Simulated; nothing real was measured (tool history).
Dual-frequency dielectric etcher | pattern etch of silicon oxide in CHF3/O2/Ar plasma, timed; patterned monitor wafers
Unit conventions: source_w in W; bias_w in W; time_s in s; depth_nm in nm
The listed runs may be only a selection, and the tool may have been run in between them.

run  hour  source_w  bias_w  time_s  depth_nm
  1     0       890     168     783    1762.6
  2   6.6       970     168     783    1788.3
  3   7.9      1010     177   785.5    1848.6
  4    16      1010     177     783    1832.9
  5  22.4       940     177     783    1790.3
  6    25       940     188     783    1821.1
  7  33.7      1000     193     785    1884.5

Run 8 has not been measured yet. What should we expect?
  8  38.7      1040     196   785.5         ?

{"run 8": {"depth_nm": 1884.6}}

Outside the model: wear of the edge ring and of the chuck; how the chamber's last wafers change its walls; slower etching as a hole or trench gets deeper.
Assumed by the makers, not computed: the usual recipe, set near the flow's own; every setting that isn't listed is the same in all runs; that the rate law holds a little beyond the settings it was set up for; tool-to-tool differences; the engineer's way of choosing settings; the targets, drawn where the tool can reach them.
